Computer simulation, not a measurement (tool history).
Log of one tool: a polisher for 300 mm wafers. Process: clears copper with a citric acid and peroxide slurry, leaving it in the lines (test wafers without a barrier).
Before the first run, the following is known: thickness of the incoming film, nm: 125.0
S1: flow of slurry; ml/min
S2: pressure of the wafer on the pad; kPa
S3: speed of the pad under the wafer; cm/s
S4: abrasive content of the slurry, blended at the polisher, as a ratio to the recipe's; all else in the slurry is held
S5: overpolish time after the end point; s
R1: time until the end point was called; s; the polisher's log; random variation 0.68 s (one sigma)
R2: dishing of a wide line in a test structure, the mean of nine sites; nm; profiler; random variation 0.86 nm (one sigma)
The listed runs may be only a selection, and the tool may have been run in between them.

run 1 hour=0.0 | S1=125 S2=13.8 S3=110 S4=1.00 S5=25 | R1=88.661 R2=27.059
run 2 hour=5.2 | S1=125 S2=15.9 S3=110 S4=1.00 S5=25 | R1=79.351 R2=31.809
run 3 hour=7.5 | S1=130 S2=17.2 S3=112 S4=1.00 S5=24 | R1=72.042 R2=31.357
run 4 hour=12.1 | S1=130 S2=17.2 S3=90 S4=1.00 S5=24 | R1=84.255 R2=28.336
run 5 hour=19.1 | S1=130 S2=17.2 S3=90 S4=1.15 S5=24 | R1=82.802 R2=28.277
run 6 hour=21.4 | S1=135 S2=18.6 S3=98 S4=1.15 S5=24 | R1=70.217 R2=32.211
run 7 hour=26.5 | S1=140 S2=19.3 S3=102 S4=1.15 S5=25 | R1=65.782 R2=35.852
run 8 hour=31.8 | S1=140 S2=20.0 S3=106 S4=1.15 S5=25 | R1=61.534 R2=37.951

For run 9, what comes out?
run 9 hour=36.4 | S1=140 S2=20.7 S3=110 S4=1.15 S5=25 | R1=? R2=?

R1: 58.524 s
R2: 38.494 nm

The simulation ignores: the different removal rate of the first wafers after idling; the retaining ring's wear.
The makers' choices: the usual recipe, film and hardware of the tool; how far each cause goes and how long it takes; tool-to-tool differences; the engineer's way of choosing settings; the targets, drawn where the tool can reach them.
